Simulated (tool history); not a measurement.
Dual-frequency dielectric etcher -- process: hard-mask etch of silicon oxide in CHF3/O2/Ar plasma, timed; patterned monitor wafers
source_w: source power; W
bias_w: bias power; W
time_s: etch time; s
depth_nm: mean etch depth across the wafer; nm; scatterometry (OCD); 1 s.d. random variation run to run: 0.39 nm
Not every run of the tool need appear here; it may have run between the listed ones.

run,day,source_w,bias_w,time_s,depth_nm
1,0.000,890,140,28.0,55.074
2,0.212,940,143,28.0,57.001
3,0.442,940,119,28.0,53.601
4,0.767,940,119,29.5,56.649
5,1.079,940,119,29.5,56.069
6,1.192,830,119,29.5,53.269

Expected results for the next run?
7,1.329,890,121,29.5,?

For run 7 the tool returned depth_nm 55.933 nm.
